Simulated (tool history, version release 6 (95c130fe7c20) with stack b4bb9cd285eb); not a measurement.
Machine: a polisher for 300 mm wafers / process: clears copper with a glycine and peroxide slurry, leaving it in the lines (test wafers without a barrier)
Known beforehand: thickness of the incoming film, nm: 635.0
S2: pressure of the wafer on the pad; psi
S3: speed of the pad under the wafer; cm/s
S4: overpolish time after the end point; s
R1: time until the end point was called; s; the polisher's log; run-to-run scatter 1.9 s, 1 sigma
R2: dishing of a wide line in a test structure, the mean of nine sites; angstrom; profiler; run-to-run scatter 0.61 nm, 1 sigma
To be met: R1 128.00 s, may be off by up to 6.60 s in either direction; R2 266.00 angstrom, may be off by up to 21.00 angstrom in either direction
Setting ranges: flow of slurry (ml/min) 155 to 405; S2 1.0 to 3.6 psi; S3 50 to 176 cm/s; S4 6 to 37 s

Run 1, hour 0.0: flow of slurry (ml/min) 260, S2 2.3 psi, S3 112 cm/s, S4 19 s. Result: R1 146.03 s, R2 530.48 angstrom.
Run 2, hour 2.6: flow of slurry (ml/min) 250, S2 2.2 psi, S3 120 cm/s, S4 15 s. Result: R1 139.27 s, R2 421.89 angstrom.
Run 3, hour 5.0: flow of slurry (ml/min) 245, S2 2.2 psi, S3 124 cm/s, S4 13 s. Result: R1 136.82 s, R2 384.57 angstrom.
Run 4, hour 11.3: flow of slurry (ml/min) 235, S2 2.2 psi, S3 128 cm/s, S4 11 s. Result: R1 133.81 s, R2 339.31 angstrom.
Run 5, hour 14.2: flow of slurry (ml/min) 270, S2 2.2 psi, S3 128 cm/s, S4 11 s. Result: R1 131.65 s, R2 350.24 angstrom.
Run 6, hour 16.6: flow of slurry (ml/min) 270, S2 2.2 psi, S3 110 cm/s, S4 11 s. Result: R1 143.63 s, R2 306.89 angstrom.
Run 7, hour 25.6: flow of slurry (ml/min) 280, S2 2.7 psi, S3 102 cm/s, S4 6 s. Result: R1 134.66 s, R2 192.99 angstrom.
Run 8, hour 31.4: flow of slurry (ml/min) 280, S2 2.7 psi, S3 106 cm/s, S4 7 s. Result: R1 132.00 s, R2 233.93 angstrom.
Run 9, hour 37.0: flow of slurry (ml/min) 280, S2 2.7 psi, S3 108 cm/s, S4 7 s. Result: R1 129.21 s, R2 224.93 angstrom.
Run 10, hour 42.7: flow of slurry (ml/min) 280, S2 2.7 psi, S3 110 cm/s, S4 7 s. Result: R1 126.16 s, R2 232.11 angstrom.

Which single option among these 5 for the next run brings every result within its allowed miss of target? Just one does.
Run A, hour 48.4: flow of slurry (ml/min) 275, S2 2.7 psi, S3 110 cm/s, S4 10 s. Result: R1 ?, R2 ?.
Run B, hour 48.4: flow of slurry (ml/min) 295, S2 2.2 psi, S3 110 cm/s, S4 11 s. Result: R1 ?, R2 ?.
Run C, hour 48.4: flow of slurry (ml/min) 290, S2 2.9 psi, S3 104 cm/s, S4 8 s. Result: R1 ?, R2 ?.
Run D, hour 48.4: flow of slurry (ml/min) 240, S2 2.5 psi, S3 106 cm/s, S4 9 s. Result: R1 ?, R2 ?.
Run E, hour 48.4: flow of slurry (ml/min) 330, S2 2.6 psi, S3 94 cm/s, S4 11 s. Result: R1 ?, R2 ?.

move      R1      R2
   A  129.62  325.29
   B  147.92  313.89
   C  128.25  269.74
   D  143.06  271.22
   E  148.09  315.38
A: takes the biggest miss from the last run beyond its target
B: takes the biggest miss from the last run beyond its target
C: in spec on every target
D: corrects the largest miss of the last run, while another result sits out of spec
E: takes the biggest miss from the last run beyond its target
C meets every target.
